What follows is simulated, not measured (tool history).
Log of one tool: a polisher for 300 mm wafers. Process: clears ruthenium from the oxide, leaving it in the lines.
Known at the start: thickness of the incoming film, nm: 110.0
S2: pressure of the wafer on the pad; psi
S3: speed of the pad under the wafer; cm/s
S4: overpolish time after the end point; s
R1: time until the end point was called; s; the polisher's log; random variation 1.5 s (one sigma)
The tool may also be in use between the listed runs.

run 1 hour=0.0 | flow_of_slurry_(ml/min)=130 S2=2.5 S3=92 S4=39 | R1=100.36
run 2 hour=8.8 | flow_of_slurry_(ml/min)=125 S2=2.3 S3=92 S4=39 | R1=112.06
run 3 hour=9.7 | flow_of_slurry_(ml/min)=120 S2=2.2 S3=92 S4=39 | R1=115.75
run 4 hour=11.0 | flow_of_slurry_(ml/min)=105 S2=2.2 S3=92 S4=39 | R1=119.09
run 5 hour=17.8 | flow_of_slurry_(ml/min)=105 S2=1.8 S3=92 S4=39 | R1=139.74
run 6 hour=24.0 | flow_of_slurry_(ml/min)=105 S2=1.8 S3=78 S4=39 | R1=150.40

Forecast run 7:
run 7 hour=29.8 | flow_of_slurry_(ml/min)=110 S2=1.9 S3=78 S4=39 | R1=?

R1: 145.89 s
